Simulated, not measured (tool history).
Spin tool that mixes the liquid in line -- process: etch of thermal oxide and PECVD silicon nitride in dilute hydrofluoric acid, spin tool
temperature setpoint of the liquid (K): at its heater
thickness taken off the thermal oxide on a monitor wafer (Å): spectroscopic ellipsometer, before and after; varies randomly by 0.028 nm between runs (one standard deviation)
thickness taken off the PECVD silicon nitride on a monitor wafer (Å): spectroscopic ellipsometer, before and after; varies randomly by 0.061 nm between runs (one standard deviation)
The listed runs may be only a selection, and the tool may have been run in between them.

run,hour,temperature setpoint of the liquid (K),parts of water to one part of 49 % hydrofluoric acid (parts by volume),time under the liquid (s),thickness taken off the thermal oxide on a monitor wafer (Å),thickness taken off the PECVD silicon nitride on a monitor wafer (Å)
1,0,296.15,255,180,22.518,37.959
2,1.7,296.15,220,180,27.358,43.237
3,3.4,298.15,220,180,29.057,49.306
4,7.1,298.65,225,180,29.204,50.237
5,12.9,298.65,225,125,20.292,34.763
6,15.1,299.15,225,130,21.402,36.168
7,15.8,299.15,225,130,21.702,37.174
8,23.2,299.65,230,135,22.325,38.349

Predict the results of run 9:
9,25.7,303.65,250,195,?,?

{"run 9": {"thickness taken off the thermal oxide on a monitor wafer (Å)": 32.958, "thickness taken off the PECVD silicon nitride on a monitor wafer (Å)": 64.074}}
